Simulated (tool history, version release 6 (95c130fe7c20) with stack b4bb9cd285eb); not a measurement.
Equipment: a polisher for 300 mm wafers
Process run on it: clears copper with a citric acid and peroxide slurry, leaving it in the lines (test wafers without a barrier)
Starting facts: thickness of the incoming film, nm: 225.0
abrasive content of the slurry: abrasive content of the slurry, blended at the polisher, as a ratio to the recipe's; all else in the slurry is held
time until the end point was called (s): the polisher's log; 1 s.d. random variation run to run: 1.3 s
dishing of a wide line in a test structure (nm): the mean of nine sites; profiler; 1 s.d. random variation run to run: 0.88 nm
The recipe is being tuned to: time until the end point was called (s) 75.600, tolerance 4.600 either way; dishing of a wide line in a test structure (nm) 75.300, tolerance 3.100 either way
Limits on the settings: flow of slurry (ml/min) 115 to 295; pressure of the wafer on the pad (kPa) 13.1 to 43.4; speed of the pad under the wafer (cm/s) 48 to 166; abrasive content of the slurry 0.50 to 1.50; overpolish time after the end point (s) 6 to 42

run	day	flow of slurry (ml/min)	pressure of the wafer on the pad (kPa)	speed of the pad under the wafer (cm/s)	abrasive content of the slurry	overpolish time after the end point (s)	time until the end point was called (s)	dishing of a wide line in a test structure (nm)
1	0.000	190	28.3	106	1.00	21	77.676	42.145
2	0.025	190	33.1	106	1.00	21	68.640	49.638
3	0.342	190	33.1	86	1.00	21	81.873	40.983
4	0.600	190	33.1	104	1.00	21	66.816	48.427
5	0.638	190	32.4	104	1.00	25	68.936	55.822
6	0.892	190	32.4	78	1.00	25	92.206	42.478
7	0.917	185	34.5	78	1.00	28	89.218	49.689
8	1.025	185	36.5	78	1.00	30	83.118	56.494
9	1.242	185	36.5	78	1.00	30	83.939	56.005
10	1.542	185	37.9	78	1.00	32	79.768	61.815

Of the 4 settings listed for the next run, only one would bring every result within its allowed miss of target. Which one?
A	1.842	125	37.9	90	1.00	38	?	?
B	1.842	170	39.3	84	0.90	42	?	?
C	1.842	145	39.3	90	1.30	33	?	?
D	1.842	195	40.0	86	1.05	38	?	?

move	time until the end point was called (s)	dishing of a wide line in a test structure (nm)
A	75.300	74.419
B	74.438	81.800
C	66.755	73.271
D	67.949	81.276
A: every result within its allowed miss
B: carries the result that was furthest off beyond its target, to the other side
C: brings the last run's worst result on target, with another outside its allowed miss
D: carries the result that was furthest off beyond its target, to the other side
Correct choice: A, which meets every target
